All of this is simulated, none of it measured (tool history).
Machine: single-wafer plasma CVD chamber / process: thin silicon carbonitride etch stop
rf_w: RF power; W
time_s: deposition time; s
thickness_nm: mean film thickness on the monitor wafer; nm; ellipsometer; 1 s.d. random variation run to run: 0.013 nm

| run | hour | rf_w | time_s | thickness_nm |
|---|---|---|---|---|
| 1 | 0.0 | 190 | 8.69 | 4.9044 |
| 2 | 2.4 | 175 | 8.69 | 4.7688 |
| 3 | 6.5 | 175 | 9.34 | 5.1825 |
| 4 | 8.0 | 175 | 8.83 | 4.8273 |
| 5 | 15.6 | 150 | 8.83 | 4.6054 |
| 6 | 16.4 | 160 | 8.83 | 4.7417 |
| 7 | 17.2 | 130 | 7.44 | 3.7097 |
| 8 | 19.1 | 130 | 7.33 | 3.6597 |

What will run 9 give?
| 9 | 25.1 | 130 | 7.24 | ? |

{"run 9": {"thickness_nm": 3.5997}}
